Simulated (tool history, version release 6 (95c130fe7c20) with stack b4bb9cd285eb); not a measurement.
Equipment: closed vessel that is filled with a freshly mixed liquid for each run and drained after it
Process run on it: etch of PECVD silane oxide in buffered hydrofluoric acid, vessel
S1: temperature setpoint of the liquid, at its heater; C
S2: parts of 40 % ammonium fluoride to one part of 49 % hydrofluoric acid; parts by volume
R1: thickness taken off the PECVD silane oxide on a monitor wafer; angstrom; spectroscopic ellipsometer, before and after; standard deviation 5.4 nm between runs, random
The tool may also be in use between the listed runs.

Run 1, day 0.000: S1 23 C, S2 10.0 parts by volume, time in the liquid (s) 90. Result: R1 4373.2 angstrom.
Run 2, day 0.229: S1 24 C, S2 10.0 parts by volume, time in the liquid (s) 90. Result: R1 4675.3 angstrom.
Run 3, day 0.596: S1 24 C, S2 7.5 parts by volume, time in the liquid (s) 90. Result: R1 5964.4 angstrom.
Run 4, day 0.771: S1 24 C, S2 8.5 parts by volume, time in the liquid (s) 90. Result: R1 5298.7 angstrom.
Run 5, day 1.129: S1 24 C, S2 6.5 parts by volume, time in the liquid (s) 90. Result: R1 6938.5 angstrom.
Run 6, day 1.379: S1 24 C, S2 5.0 parts by volume, time in the liquid (s) 90. Result: R1 8688.4 angstrom.

Estimate the outcome of run 7 from the log above:
Run 7, day 1.571: S1 23 C, S2 5.0 parts by volume, time in the liquid (s) 90. Result: R1 ?.

R1: 8276.5 angstrom
